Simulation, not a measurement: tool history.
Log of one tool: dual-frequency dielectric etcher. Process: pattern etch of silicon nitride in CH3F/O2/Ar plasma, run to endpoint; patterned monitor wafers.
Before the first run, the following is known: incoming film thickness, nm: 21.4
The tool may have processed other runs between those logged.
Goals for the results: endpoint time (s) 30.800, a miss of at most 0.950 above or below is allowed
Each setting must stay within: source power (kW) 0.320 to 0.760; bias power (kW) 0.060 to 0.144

run 1 day=0.000 | source_power_(kW)=0.540 bias_power_(kW)=0.102 | endpoint_time_(s)=23.500
run 2 day=0.292 | source_power_(kW)=0.630 bias_power_(kW)=0.102 | endpoint_time_(s)=21.824
run 3 day=0.612 | source_power_(kW)=0.630 bias_power_(kW)=0.086 | endpoint_time_(s)=23.919
run 4 day=0.979 | source_power_(kW)=0.630 bias_power_(kW)=0.094 | endpoint_time_(s)=23.274
run 5 day=1.050 | source_power_(kW)=0.670 bias_power_(kW)=0.094 | endpoint_time_(s)=21.977
run 6 day=1.292 | source_power_(kW)=0.580 bias_power_(kW)=0.089 | endpoint_time_(s)=24.766
run 7 day=1.471 | source_power_(kW)=0.520 bias_power_(kW)=0.086 | endpoint_time_(s)=26.510
run 8 day=1.533 | source_power_(kW)=0.480 bias_power_(kW)=0.084 | endpoint_time_(s)=27.172
run 9 day=1.596 | source_power_(kW)=0.440 bias_power_(kW)=0.081 | endpoint_time_(s)=28.897
run 10 day=1.721 | source_power_(kW)=0.420 bias_power_(kW)=0.080 | endpoint_time_(s)=29.566
run 11 day=1.933 | source_power_(kW)=0.370 bias_power_(kW)=0.077 | endpoint_time_(s)=32.398

Which of these 4 next moves meets every target?
run A day=2.146 | source_power_(kW)=0.340 bias_power_(kW)=0.081 | endpoint_time_(s)=?
run B day=2.146 | source_power_(kW)=0.470 bias_power_(kW)=0.068 | endpoint_time_(s)=?
run C day=2.146 | source_power_(kW)=0.320 bias_power_(kW)=0.085 | endpoint_time_(s)=?
run D day=2.146 | source_power_(kW)=0.410 bias_power_(kW)=0.062 | endpoint_time_(s)=?

move=A endpoint_time_(s)=32.835
move=B endpoint_time_(s)=31.167
move=C endpoint_time_(s)=32.906
move=D endpoint_time_(s)=35.027
A: moves away from the targets compared with the last run
B: all results in spec
C: moves away from the targets compared with the last run
D: moves away from the targets compared with the last run
B meets every target.
